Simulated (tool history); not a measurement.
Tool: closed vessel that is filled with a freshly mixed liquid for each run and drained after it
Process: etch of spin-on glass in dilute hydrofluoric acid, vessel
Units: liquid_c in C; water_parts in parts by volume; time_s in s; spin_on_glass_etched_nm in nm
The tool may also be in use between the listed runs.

run	hour	liquid_c	water_parts	time_s	spin_on_glass_etched_nm
1	0.0	23.0	240	290	25.590
2	6.2	19.5	240	290	22.432
3	8.2	19.5	240	305	23.570
4	15.2	19.5	190	305	31.499
5	23.0	17.0	190	305	28.432
6	29.7	17.0	125	305	45.736
7	35.6	17.0	160	305	34.670
8	43.3	17.0	160	305	34.518
9	49.1	17.0	185	305	29.424

The next listed run, before its measurement:
10	57.2	17.0	205	305	?

{"run 10": {"spin_on_glass_etched_nm": 25.794}}
